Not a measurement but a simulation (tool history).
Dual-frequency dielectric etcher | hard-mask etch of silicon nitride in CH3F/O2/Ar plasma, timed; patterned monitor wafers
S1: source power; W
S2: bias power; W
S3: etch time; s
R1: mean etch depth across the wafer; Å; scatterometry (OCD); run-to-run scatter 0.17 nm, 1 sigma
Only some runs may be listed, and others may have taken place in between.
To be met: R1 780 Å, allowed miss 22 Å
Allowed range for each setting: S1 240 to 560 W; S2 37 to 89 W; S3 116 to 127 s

run    day   S1  S2     S3      R1
  1      0  400  63    127  877.95
  2  0.129  400  53    127  838.09
  3  0.392  450  53    127   873.8
  4  0.621  450  43    127  832.56
  5  0.804  440  42  126.5  814.41
  6  1.158  510  42  126.5  865.12
  7  1.488  490  40  125.5  836.86
  8   1.75  470  39    125  817.21
  9  2.025  460  38  124.5  804.35

Consider the 4 candidate settings below. Which is the only one whose results all fall within their allowed miss of target?
  A  2.3  430  38    123   ?
  B  2.3  490  42  120.5   ?
  C  2.3  400  50    127   ?
  D  2.3  450  38    127   ?

move      R1
   A  772.88
   B  810.94
   C  825.65
   D  811.38
A: hits every target within its allowed miss
B: lands further from the targets than the last run did
C: lands further from the targets than the last run did
D: lands further from the targets than the last run did
Move A is the one to make.
